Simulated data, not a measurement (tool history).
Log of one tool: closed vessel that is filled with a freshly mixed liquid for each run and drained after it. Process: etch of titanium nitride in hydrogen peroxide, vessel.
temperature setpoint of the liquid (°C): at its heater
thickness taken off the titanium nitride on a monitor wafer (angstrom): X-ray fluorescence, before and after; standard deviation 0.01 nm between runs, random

run  hour  temperature setpoint of the liquid (°C)  concentration of hydrogen peroxide in the mixed liquid (% by weight)  time in the liquid (s)  thickness taken off the titanium nitride on a monitor wafer (angstrom)
  1   0.0                                     47.0                                                                    21                      35                                                                  25.108
  2   5.0                                     52.5                                                                    21                      35                                                                  37.449
  3   6.0                                     45.5                                                                    21                      35                                                                  22.727
  4  12.8                                     43.0                                                                    21                      35                                                                  19.007
  5  13.9                                     41.0                                                                    21                      35                                                                  16.071
  6  15.8                                     46.0                                                                    21                      35                                                                  23.520
  7  17.4                                     43.5                                                                    21                      35                                                                  19.245
  8  18.7                                     41.5                                                                    21                      35                                                                  16.720
  9  25.0                                     40.0                                                                    21                      35                                                                  14.908

Estimate the outcome of run 10 from the log above:
 10  26.0                                     39.0                                                                    21                      35                                                                       ?

{"run 10": {"thickness taken off the titanium nitride on a monitor wafer (angstrom)": 13.646}}
